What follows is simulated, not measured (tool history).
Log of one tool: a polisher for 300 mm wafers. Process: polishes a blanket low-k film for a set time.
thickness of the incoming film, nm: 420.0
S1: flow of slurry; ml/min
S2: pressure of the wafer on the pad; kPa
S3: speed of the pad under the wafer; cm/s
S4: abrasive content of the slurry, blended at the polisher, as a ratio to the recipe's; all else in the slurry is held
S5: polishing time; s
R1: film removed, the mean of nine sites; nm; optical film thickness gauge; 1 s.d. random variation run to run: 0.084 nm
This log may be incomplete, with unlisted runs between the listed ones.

run 1 hour=0 | S1=125 S2=10.3 S3=126 S4=1 S5=46 | R1=12.854
run 2 hour=2.5 | S1=125 S2=10.3 S3=140 S4=1 S5=46 | R1=13.855
run 3 hour=6.4 | S1=125 S2=10.3 S3=140 S4=1.1 S5=46 | R1=14.694
run 4 hour=8.4 | S1=125 S2=10.3 S3=140 S4=1.3 S5=46 | R1=16.224
run 5 hour=16.9 | S1=125 S2=10.3 S3=152 S4=1.3 S5=46 | R1=17.192
run 6 hour=18.5 | S1=115 S2=9 S3=152 S4=1.3 S5=46 | R1=14.78

For run 7, what comes out?
run 7 hour=24.4 | S1=105 S2=8.3 S3=152 S4=1.3 S5=46 | R1=?

Run 7 yielded R1 13.529 nm.
